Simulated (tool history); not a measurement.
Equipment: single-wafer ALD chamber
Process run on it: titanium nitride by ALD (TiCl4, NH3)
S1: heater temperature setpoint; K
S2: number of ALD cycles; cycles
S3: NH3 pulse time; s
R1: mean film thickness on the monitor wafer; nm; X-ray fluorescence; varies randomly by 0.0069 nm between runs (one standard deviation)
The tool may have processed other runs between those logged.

| run | hour | S1 | S2 | S3 | R1 |
|---|---|---|---|---|---|
| 1 | 0 | 658.15 | 99 | 1.52 | 2.0089 |
| 2 | 6.5 | 658.15 | 99 | 1.86 | 2.0567 |
| 3 | 12 | 654.15 | 98 | 1.6 | 1.971 |
| 4 | 18.7 | 654.15 | 98 | 1.22 | 1.9464 |
| 5 | 20.8 | 651.15 | 97 | 1.13 | 1.8722 |
| 6 | 25.9 | 651.15 | 94 | 1.13 | 1.8289 |
| 7 | 28.2 | 650.15 | 94 | 1.12 | 1.8139 |

For run 8, what comes out?
| 8 | 35.1 | 649.15 | 94 | 1.11 | ? |

{"run 8": {"R1": 1.8107}}

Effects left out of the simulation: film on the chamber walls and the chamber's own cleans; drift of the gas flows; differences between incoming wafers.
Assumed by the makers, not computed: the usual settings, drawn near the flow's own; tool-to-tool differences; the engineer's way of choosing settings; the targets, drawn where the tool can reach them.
